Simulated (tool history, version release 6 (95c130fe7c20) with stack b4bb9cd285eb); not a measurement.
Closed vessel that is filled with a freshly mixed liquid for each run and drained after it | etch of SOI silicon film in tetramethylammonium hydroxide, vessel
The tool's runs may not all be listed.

run	hour	temperature setpoint of the liquid (K)	concentration of hydroxide in the mixed liquid (% by weight)	time in the liquid (s)	thickness taken off the SOI silicon film on a monitor wafer (nm)
1	0	331.15	15	105	287.36
2	3.8	332.15	15	105	304.47
3	5.8	332.65	15	105	314.63
4	10.3	332.65	14	105	326.98
5	14.1	328.15	14	105	245.13
6	22.4	324.15	14	105	188.95

Run 7 comes next. What will it give?
7	25.9	327.15	14	105	?

thickness taken off the SOI silicon film on a monitor wafer (nm): 230.09
